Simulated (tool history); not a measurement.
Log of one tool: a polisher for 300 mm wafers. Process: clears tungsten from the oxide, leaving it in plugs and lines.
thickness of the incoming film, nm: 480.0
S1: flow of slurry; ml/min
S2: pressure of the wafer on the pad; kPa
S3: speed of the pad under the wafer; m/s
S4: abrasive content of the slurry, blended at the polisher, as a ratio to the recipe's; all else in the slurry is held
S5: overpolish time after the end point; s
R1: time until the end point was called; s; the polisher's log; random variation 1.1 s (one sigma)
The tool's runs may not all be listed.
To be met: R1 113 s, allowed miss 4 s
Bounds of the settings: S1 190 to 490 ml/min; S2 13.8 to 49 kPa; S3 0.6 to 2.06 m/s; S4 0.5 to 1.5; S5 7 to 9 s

Run 1, hour 0: S1 315 ml/min, S2 31 kPa, S3 1.32 m/s, S4 1, S5 9 s. Result: R1 69.169 s.
Run 2, hour 9: S1 315 ml/min, S2 31 kPa, S3 1.32 m/s, S4 0.8, S5 9 s. Result: R1 72.355 s.
Run 3, hour 12: S1 315 ml/min, S2 31 kPa, S3 1 m/s, S4 0.8, S5 9 s. Result: R1 90.923 s.
Run 4, hour 15.6: S1 315 ml/min, S2 31 kPa, S3 1 m/s, S4 0.8, S5 9 s. Result: R1 89.012 s.
Run 5, hour 23.9: S1 315 ml/min, S2 31 kPa, S3 1 m/s, S4 0.95, S5 9 s. Result: R1 89.279 s.
Run 6, hour 31.3: S1 315 ml/min, S2 31 kPa, S3 1.18 m/s, S4 0.95, S5 9 s. Result: R1 76.754 s.
Run 7, hour 33.5: S1 315 ml/min, S2 27.6 kPa, S3 1.18 m/s, S4 0.95, S5 9 s. Result: R1 81.771 s.
Run 8, hour 36.6: S1 315 ml/min, S2 24.1 kPa, S3 1.14 m/s, S4 0.95, S5 9 s. Result: R1 90.377 s.

4 next moves are on the table. One of them brings every result within its allowed miss. Which?
Run A, hour 39.7: S1 325 ml/min, S2 19.3 kPa, S3 1 m/s, S4 1, S5 9 s. Result: R1 ?.
Run B, hour 39.7: S1 280 ml/min, S2 20.7 kPa, S3 0.96 m/s, S4 0.7, S5 9 s. Result: R1 ?.
Run C, hour 39.7: S1 340 ml/min, S2 22.1 kPa, S3 1.1 m/s, S4 0.7, S5 9 s. Result: R1 ?.
Run D, hour 39.7: S1 275 ml/min, S2 32.4 kPa, S3 1.16 m/s, S4 0.9, S5 9 s. Result: R1 ?.

move      R1
   A  111.08
   B  121.41
   C  101.96
   D   75.97
A: meets every target
B: takes the result that was furthest off past its target
C: nearer than the last run, and not there yet
D: further off than the last run
Move A is the one to make.

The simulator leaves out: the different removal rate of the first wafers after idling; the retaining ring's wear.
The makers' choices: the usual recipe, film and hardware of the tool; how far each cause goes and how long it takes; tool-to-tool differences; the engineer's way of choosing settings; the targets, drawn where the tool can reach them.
